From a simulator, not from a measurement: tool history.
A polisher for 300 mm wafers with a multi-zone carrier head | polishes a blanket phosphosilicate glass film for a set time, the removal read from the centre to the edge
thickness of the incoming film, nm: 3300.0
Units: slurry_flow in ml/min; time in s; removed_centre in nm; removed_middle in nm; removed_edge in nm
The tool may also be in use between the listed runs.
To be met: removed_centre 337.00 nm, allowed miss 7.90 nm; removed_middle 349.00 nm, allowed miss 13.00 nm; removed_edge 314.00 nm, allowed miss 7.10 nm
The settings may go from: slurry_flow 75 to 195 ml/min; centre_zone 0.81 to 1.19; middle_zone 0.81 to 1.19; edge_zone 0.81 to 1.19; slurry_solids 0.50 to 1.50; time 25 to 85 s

run	hour	slurry_flow	centre_zone	middle_zone	edge_zone	slurry_solids	time	removed_centre	removed_middle	removed_edge
1	0.0	125	1.00	1.00	1.00	1.00	55	574.18	583.04	559.78
2	5.4	120	0.99	1.00	0.95	0.85	51	486.01	504.20	480.42
3	7.8	120	0.99	0.92	0.95	0.85	51	487.15	466.63	476.63
4	14.2	120	1.00	0.95	0.91	0.75	47	432.63	423.57	405.84
5	15.7	120	1.00	0.95	0.91	0.75	42	386.53	380.47	368.37
6	18.2	110	1.00	0.96	0.88	0.70	42	367.93	359.85	346.13
7	19.3	100	1.00	0.99	0.86	0.70	42	352.82	361.97	332.96
8	20.3	95	1.00	0.99	0.85	0.70	42	343.31	357.92	331.12

Which of these 4 next moves meets every target?
A	21.3	95	0.95	1.01	0.83	0.75	39	?	?	?
B	21.3	115	1.01	1.03	0.89	0.70	38	?	?	?
C	21.3	95	1.06	1.08	0.81	0.55	42	?	?	?
D	21.3	145	0.95	1.07	0.81	0.60	40	?	?	?

move	removed_centre	removed_middle	removed_edge
A	311.82	345.36	312.15
B	336.47	352.82	317.64
C	331.38	347.55	293.48
D	333.62	381.42	313.25
A: brings the result that was furthest off to its target, and leaves another outside
B: meets every target
C: takes the result that was furthest off past its target
D: brings the result that was furthest off to its target, and leaves another outside
Move B is the one to make.

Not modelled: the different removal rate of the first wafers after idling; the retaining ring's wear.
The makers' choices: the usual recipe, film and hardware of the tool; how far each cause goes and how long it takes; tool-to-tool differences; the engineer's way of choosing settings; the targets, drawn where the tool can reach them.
